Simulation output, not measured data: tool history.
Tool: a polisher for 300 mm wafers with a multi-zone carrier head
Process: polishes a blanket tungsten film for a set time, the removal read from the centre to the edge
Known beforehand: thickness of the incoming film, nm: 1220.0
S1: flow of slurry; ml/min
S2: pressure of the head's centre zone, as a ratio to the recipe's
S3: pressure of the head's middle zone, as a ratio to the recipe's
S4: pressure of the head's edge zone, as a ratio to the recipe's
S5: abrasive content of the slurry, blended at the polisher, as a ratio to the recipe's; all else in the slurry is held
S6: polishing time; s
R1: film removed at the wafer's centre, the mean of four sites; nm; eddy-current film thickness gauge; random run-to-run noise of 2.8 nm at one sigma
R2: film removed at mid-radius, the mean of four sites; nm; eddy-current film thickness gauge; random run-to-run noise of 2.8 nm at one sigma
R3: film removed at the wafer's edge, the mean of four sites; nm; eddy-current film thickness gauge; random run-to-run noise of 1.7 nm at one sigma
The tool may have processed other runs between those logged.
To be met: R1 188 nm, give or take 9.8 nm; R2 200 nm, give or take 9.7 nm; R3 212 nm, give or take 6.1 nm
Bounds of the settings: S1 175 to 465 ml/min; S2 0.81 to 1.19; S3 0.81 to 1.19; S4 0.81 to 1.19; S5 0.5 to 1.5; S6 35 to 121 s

run,hour,S1,S2,S3,S4,S5,S6,R1,R2,R3
1,0,295,1,1,1,1,78,259.87,253.12,256.81
2,7.2,290,0.97,0.98,0.99,0.9,77,249.76,244.12,245.83
3,10.6,290,0.97,0.95,0.99,0.9,77,239.36,241.56,248.02
4,18.5,285,0.96,0.93,0.99,0.85,76,236.22,228.5,242.98
5,23.6,285,0.94,0.92,0.98,0.8,75,221.63,221.46,232.07
6,25.5,285,0.99,0.92,0.98,0.8,75,229.82,218.58,233.08
7,28.5,285,0.99,0.92,0.98,0.8,75,234.19,222.4,232.45
8,34.3,285,0.96,0.91,0.97,0.75,75,223.19,223.05,229.39
9,35.7,280,0.95,0.89,0.97,0.7,75,224.17,209.1,229.9
10,44.3,285,0.93,0.89,0.97,0.7,74,219.59,206.96,222.62
11,45.4,265,0.91,0.9,0.98,0.7,73,207.54,200.81,218.98
12,53.5,260,0.89,0.91,0.98,0.7,73,204.35,204.22,218.85
13,60,255,0.88,0.91,0.98,0.7,73,197.64,205.06,218.97

Which single option among these 4 for the next run brings every result within its allowed miss of target? Just one does.
A,66.5,295,1,0.92,0.91,0.65,72,?,?,?
B,66.5,275,0.94,0.85,0.98,0.5,77,?,?,?
C,66.5,260,0.87,0.91,0.98,0.55,73,?,?,?
D,66.5,235,1,0.92,0.89,0.65,72,?,?,?

move,R1,R2,R3
A,225.36,198.98,207.19
B,214.64,190.81,218.28
C,190.01,191.92,209.13
D,219.11,193.99,201.18
A: meets the target for the result that was furthest off, but another lies outside its allowed miss
B: the biggest miss grows against the last run
C: meets every target
D: takes the result that was furthest off past its target
Correct choice: C, which meets every target
